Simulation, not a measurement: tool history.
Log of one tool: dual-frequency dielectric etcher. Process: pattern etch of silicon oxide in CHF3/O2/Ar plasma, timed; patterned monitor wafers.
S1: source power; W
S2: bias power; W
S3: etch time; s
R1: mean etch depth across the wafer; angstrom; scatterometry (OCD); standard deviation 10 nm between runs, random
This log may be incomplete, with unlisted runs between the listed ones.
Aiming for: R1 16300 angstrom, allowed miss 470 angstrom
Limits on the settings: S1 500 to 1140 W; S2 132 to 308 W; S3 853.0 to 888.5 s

run	day	S1	S2	S3	R1
1	0.000	820	220	853.0	20194
2	0.267	820	242	853.0	21366
3	0.325	710	242	853.0	20137
4	0.504	710	242	853.0	20035
5	0.775	710	242	853.0	19913
6	1.021	650	228	853.0	18800
7	1.346	610	218	853.0	17807
8	1.450	580	213	853.0	17256
9	1.812	500	200	853.0	15430

5 next moves are on the table. One of them brings every result within its allowed miss. Which?
A	2.175	500	194	853.0	?
B	2.175	500	209	880.0	?
C	2.175	520	166	853.0	?
D	2.175	540	157	877.5	?
E	2.175	500	168	853.0	?

move	R1
A	15386
B	16489
C	14447
D	14687
E	14267
A: the biggest miss grows against the last run
B: meets every target
C: the biggest miss grows against the last run
D: the biggest miss grows against the last run
E: the biggest miss grows against the last run
So the answer is move B, the one that meets all the targets.
